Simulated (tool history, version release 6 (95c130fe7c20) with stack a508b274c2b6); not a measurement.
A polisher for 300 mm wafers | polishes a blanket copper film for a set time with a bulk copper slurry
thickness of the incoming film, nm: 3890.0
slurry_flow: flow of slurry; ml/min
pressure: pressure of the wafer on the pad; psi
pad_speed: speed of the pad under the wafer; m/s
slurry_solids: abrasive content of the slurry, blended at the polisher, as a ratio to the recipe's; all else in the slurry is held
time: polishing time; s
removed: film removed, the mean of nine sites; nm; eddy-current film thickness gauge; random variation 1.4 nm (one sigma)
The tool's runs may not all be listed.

run 1 day=0.000 | slurry_flow=150 pressure=2.1 pad_speed=1.02 slurry_solids=1.0 time=46 | removed=305.40
run 2 day=0.167 | slurry_flow=150 pressure=1.7 pad_speed=1.02 slurry_solids=1.0 time=46 | removed=251.91
run 3 day=0.492 | slurry_flow=145 pressure=1.5 pad_speed=0.98 slurry_solids=1.0 time=46 | removed=214.59
run 4 day=0.858 | slurry_flow=145 pressure=1.2 pad_speed=0.98 slurry_solids=1.0 time=46 | removed=172.68
run 5 day=1.225 | slurry_flow=140 pressure=1.2 pad_speed=0.98 slurry_solids=1.0 time=46 | removed=171.39
run 6 day=1.371 | slurry_flow=140 pressure=1.2 pad_speed=1.16 slurry_solids=1.0 time=46 | removed=200.19
run 7 day=1.604 | slurry_flow=130 pressure=1.1 pad_speed=1.14 slurry_solids=1.0 time=46 | removed=180.00
run 8 day=1.875 | slurry_flow=120 pressure=1.1 pad_speed=1.14 slurry_solids=1.0 time=46 | removed=178.94

Forecast run 9:
run 9 day=1.988 | slurry_flow=115 pressure=1.1 pad_speed=1.12 slurry_solids=1.0 time=46 | removed=?

{"run 9": {"removed": 175.67}}
